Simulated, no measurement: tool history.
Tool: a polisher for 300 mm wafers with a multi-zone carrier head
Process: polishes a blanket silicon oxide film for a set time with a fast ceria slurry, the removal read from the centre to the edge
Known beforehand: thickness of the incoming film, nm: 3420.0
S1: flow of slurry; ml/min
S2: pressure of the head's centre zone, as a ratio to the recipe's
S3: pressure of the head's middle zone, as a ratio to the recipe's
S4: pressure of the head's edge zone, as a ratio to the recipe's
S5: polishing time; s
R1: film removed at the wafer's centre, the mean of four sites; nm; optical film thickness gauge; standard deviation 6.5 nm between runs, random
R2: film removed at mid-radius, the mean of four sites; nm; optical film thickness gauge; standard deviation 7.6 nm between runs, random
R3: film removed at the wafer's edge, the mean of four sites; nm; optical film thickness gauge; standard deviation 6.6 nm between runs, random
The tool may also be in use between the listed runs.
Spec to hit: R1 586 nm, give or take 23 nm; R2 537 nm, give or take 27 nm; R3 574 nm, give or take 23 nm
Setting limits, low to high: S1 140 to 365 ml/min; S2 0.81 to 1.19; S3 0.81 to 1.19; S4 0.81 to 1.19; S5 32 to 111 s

{"run": 1, "hour": 0.0, "S1": 235, "S2": 1, "S3": 1, "S4": 1, "S5": 71, "R1": 900.93, "R2": 926.6, "R3": 952.38}
{"run": 2, "hour": 4.5, "S1": 210, "S2": 1, "S3": 1, "S4": 1, "S5": 71, "R1": 895.56, "R2": 905.6, "R3": 941.79}
{"run": 3, "hour": 7.4, "S1": 200, "S2": 1, "S3": 0.98, "S4": 0.97, "S5": 62, "R1": 757.12, "R2": 757.53, "R3": 819.97}
{"run": 4, "hour": 10.2, "S1": 210, "S2": 1.03, "S3": 0.98, "S4": 0.95, "S5": 55, "R1": 718.51, "R2": 693.5, "R3": 714.66}
{"run": 5, "hour": 17.1, "S1": 210, "S2": 1, "S3": 0.98, "S4": 0.95, "S5": 55, "R1": 697.47, "R2": 689.72, "R3": 712.29}
{"run": 6, "hour": 20.3, "S1": 220, "S2": 1, "S3": 0.95, "S4": 0.93, "S5": 52, "R1": 653.53, "R2": 641.41, "R3": 663.15}
{"run": 7, "hour": 27.7, "S1": 220, "S2": 1, "S3": 0.92, "S4": 0.91, "S5": 51, "R1": 641.18, "R2": 606.47, "R3": 646.14}
{"run": 8, "hour": 32.8, "S1": 225, "S2": 1, "S3": 0.91, "S4": 0.89, "S5": 50, "R1": 622.88, "R2": 591.29, "R3": 628.33}
{"run": 9, "hour": 38.0, "S1": 225, "S2": 1, "S3": 0.9, "S4": 0.87, "S5": 49, "R1": 630.84, "R2": 578.58, "R3": 603.53}
{"run": 10, "hour": 42.3, "S1": 220, "S2": 0.99, "S3": 0.89, "S4": 0.86, "S5": 49, "R1": 614.01, "R2": 587.7, "R3": 614.07}

Which of these 5 next moves meets every target?
{"run": "A", "hour": 46.6, "S1": 150, "S2": 1.03, "S3": 0.84, "S4": 0.93, "S5": 47, "R1": "?", "R2": "?", "R3": "?"}
{"run": "B", "hour": 46.6, "S1": 140, "S2": 1.02, "S3": 0.87, "S4": 1.01, "S5": 50, "R1": "?", "R2": "?", "R3": "?"}
{"run": "C", "hour": 46.6, "S1": 275, "S2": 0.99, "S3": 0.87, "S4": 0.85, "S5": 45, "R1": "?", "R2": "?", "R3": "?"}
{"run": "D", "hour": 46.6, "S1": 190, "S2": 1, "S3": 0.81, "S4": 1.04, "S5": 48, "R1": "?", "R2": "?", "R3": "?"}
{"run": "E", "hour": 46.6, "S1": 220, "S2": 0.95, "S3": 0.95, "S4": 0.81, "S5": 48, "R1": "?", "R2": "?", "R3": "?"}

move=A R1=559.26 R2=470.76 R3=565.23
move=B R1=578.08 R2=506.82 R3=617.71
move=C R1=575.66 R2=512.78 R3=558.77
move=D R1=585.01 R2=489.53 R3=630.69
move=E R1=570.84 R2=571.98 R3=570.44
A: takes the biggest miss from the last run beyond its target
B: takes the biggest miss from the last run beyond its target
C: hits every target within its allowed miss
D: takes the biggest miss from the last run beyond its target
E: gains on the last run, yet a result remains outside its allowed miss
The move that meets every target is C.
